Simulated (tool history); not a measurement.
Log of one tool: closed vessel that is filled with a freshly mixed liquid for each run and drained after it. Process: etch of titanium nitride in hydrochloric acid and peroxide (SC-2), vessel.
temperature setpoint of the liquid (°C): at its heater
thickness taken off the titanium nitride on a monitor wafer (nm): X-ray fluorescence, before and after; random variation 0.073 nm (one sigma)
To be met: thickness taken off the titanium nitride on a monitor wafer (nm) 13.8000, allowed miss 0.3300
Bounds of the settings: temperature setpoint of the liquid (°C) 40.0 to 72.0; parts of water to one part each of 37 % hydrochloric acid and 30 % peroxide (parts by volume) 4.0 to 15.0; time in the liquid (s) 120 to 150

| run | hour | temperature setpoint of the liquid (°C) | parts of water to one part each of 37 % hydrochloric acid and 30 % peroxide (parts by volume) | time in the liquid (s) | thickness taken off the titanium nitride on a monitor wafer (nm) |
|---|---|---|---|---|---|
| 1 | 0.0 | 56.0 | 8.5 | 150 | 4.9724 |
| 2 | 1.1 | 56.0 | 6.5 | 150 | 6.1607 |
| 3 | 5.8 | 60.0 | 6.5 | 150 | 8.0029 |
| 4 | 14.3 | 60.0 | 6.5 | 150 | 7.9248 |
| 5 | 19.8 | 63.0 | 6.5 | 150 | 9.4900 |
| 6 | 22.8 | 65.0 | 6.5 | 150 | 10.8510 |
| 7 | 24.9 | 66.5 | 6.5 | 150 | 11.9670 |
| 8 | 26.5 | 67.5 | 6.5 | 150 | 12.5720 |
| 9 | 32.0 | 69.5 | 6.5 | 150 | 14.1570 |

Which of these 5 next moves meets every target?
| A | 37.5 | 72.0 | 6.5 | 135 | ? |
| B | 37.5 | 71.5 | 7.5 | 150 | ? |
| C | 37.5 | 71.5 | 7.0 | 145 | ? |
| D | 37.5 | 69.5 | 5.0 | 125 | ? |
| E | 37.5 | 69.5 | 6.5 | 145 | ? |

| move | thickness taken off the titanium nitride on a monitor wafer (nm) |
|---|---|
| A | 14.7730 |
| B | 14.2630 |
| C | 14.5540 |
| D | 14.3370 |
| E | 13.6960 |
A: further off than the last run
B: further off than the last run
C: further off than the last run
D: further off than the last run
E: meets every target
The right move is E.
